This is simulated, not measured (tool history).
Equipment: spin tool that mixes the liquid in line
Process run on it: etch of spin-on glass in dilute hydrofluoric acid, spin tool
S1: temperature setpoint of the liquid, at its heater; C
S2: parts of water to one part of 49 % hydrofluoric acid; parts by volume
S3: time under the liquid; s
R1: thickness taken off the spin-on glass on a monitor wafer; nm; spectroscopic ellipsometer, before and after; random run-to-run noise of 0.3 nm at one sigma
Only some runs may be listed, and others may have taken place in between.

run 1 hour=0 | S1=26 S2=290 S3=100 | R1=19.881
run 2 hour=2.3 | S1=28 S2=255 S3=100 | R1=25.364
run 3 hour=6.7 | S1=31.5 S2=255 S3=100 | R1=28.657
run 4 hour=13.9 | S1=31.5 S2=255 S3=80 | R1=22.64
-- hour=19 hydrofluoric acid flow meter replaced
run 5 hour=19 | S1=31.5 S2=185 S3=80 | R1=31.629
run 6 hour=22.3 | S1=31.5 S2=275 S3=80 | R1=19.169

Estimate the outcome of run 7 from the log above:
run 7 hour=31.2 | S1=34 S2=160 S3=80 | R1=?

R1: 40.877 nm
